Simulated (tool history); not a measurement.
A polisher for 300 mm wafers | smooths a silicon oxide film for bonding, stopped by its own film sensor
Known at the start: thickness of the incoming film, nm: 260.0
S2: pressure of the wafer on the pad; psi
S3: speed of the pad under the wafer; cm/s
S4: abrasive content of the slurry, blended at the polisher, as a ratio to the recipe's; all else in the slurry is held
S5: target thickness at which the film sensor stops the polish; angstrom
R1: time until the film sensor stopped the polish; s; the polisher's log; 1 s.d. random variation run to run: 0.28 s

run 1 hour=0.0 | flow_of_slurry_(ml/min)=250 S2=2.6 S3=92 S4=1.00 S5=2380 | R1=28.266
run 2 hour=9.0 | flow_of_slurry_(ml/min)=195 S2=2.6 S3=92 S4=1.00 S5=2380 | R1=29.726
run 3 hour=14.9 | flow_of_slurry_(ml/min)=255 S2=2.6 S3=92 S4=1.00 S5=2380 | R1=29.544
run 4 hour=20.4 | flow_of_slurry_(ml/min)=255 S2=3.1 S3=92 S4=1.00 S5=2380 | R1=23.372
run 5 hour=23.2 | flow_of_slurry_(ml/min)=255 S2=3.3 S3=96 S4=1.00 S5=2380 | R1=22.000
run 6 hour=25.9 | flow_of_slurry_(ml/min)=255 S2=3.3 S3=96 S4=1.00 S5=2380 | R1=22.220
run 7 hour=33.4 | flow_of_slurry_(ml/min)=255 S2=3.5 S3=102 S4=1.05 S5=2380 | R1=19.147
run 8 hour=35.2 | flow_of_slurry_(ml/min)=255 S2=3.6 S3=106 S4=1.05 S5=2380 | R1=18.951

For run 9, what comes out?
run 9 hour=41.1 | flow_of_slurry_(ml/min)=255 S2=3.7 S3=110 S4=1.10 S5=2390 | R1=?

R1: 16.787 s
